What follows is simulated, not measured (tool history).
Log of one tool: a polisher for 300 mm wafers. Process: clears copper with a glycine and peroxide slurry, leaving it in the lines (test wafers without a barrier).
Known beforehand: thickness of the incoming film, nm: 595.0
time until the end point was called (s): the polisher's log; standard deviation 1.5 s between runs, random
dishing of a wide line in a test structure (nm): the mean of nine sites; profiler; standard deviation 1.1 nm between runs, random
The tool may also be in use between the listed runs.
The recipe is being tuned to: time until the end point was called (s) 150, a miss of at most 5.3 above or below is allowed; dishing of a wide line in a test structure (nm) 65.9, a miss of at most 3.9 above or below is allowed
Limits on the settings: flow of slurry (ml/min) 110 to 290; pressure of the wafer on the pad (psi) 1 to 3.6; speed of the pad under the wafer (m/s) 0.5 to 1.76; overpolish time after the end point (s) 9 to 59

run,hour,flow of slurry (ml/min),pressure of the wafer on the pad (psi),speed of the pad under the wafer (m/s),overpolish time after the end point (s),time until the end point was called (s),dishing of a wide line in a test structure (nm)
1,0,185,2.3,1.12,30,117.45,82.758
2,1.5,185,2.8,1.12,30,101.69,94.422
3,3.9,185,2.6,1.12,30,107.32,91.799
4,11.8,185,2.6,1.12,38,104.39,101.18
5,20,185,2.6,1.12,26,108.27,84.54
6,28.5,140,2.6,1.12,26,109.96,80.539
7,30.5,140,2.5,1.12,26,113.88,76.81
8,32.7,135,1.9,1.08,30,147.8,71.441
9,40.3,135,1.9,1.08,30,150.65,71.396

5 candidate next runs follow, results not yet known. Just one meets every target within its allowed miss. Identify it.
A,47.9,180,1.6,1.12,35,?,?
B,47.9,165,1.5,1.26,28,?,?
C,47.9,115,1.6,1.26,41,?,?
D,47.9,175,1.5,1.18,37,?,?
E,47.9,110,2.2,1,35,?,?

move,time until the end point was called (s),dishing of a wide line in a test structure (nm)
A,157.75,73.191
B,153.76,63.579
C,158.45,79.387
D,159.95,74.311
E,149.85,78.273
A: further off than the last run
B: hits every target within its allowed miss
C: further off than the last run
D: further off than the last run
E: further off than the last run
So the answer is move B, the one that meets all the targets.

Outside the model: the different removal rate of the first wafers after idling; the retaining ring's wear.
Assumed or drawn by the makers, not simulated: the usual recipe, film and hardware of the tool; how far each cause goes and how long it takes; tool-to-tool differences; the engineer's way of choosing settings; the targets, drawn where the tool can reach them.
